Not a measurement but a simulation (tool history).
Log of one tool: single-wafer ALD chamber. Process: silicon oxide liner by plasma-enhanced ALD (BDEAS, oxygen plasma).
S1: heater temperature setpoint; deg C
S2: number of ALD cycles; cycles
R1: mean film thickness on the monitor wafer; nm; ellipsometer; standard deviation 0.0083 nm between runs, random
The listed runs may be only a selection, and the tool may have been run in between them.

run,day,S1,S2,R1
1,0,315,22,1.8897
2,0.042,315,23,1.9775
3,0.142,311,23,1.9837
4,0.517,311,25,2.1528
5,0.612,311,23,1.9972
6,0.875,311,21,1.8132

What will run 7 give?
7,0.912,311,22,?

Run 7 yielded R1 1.9059 nm.

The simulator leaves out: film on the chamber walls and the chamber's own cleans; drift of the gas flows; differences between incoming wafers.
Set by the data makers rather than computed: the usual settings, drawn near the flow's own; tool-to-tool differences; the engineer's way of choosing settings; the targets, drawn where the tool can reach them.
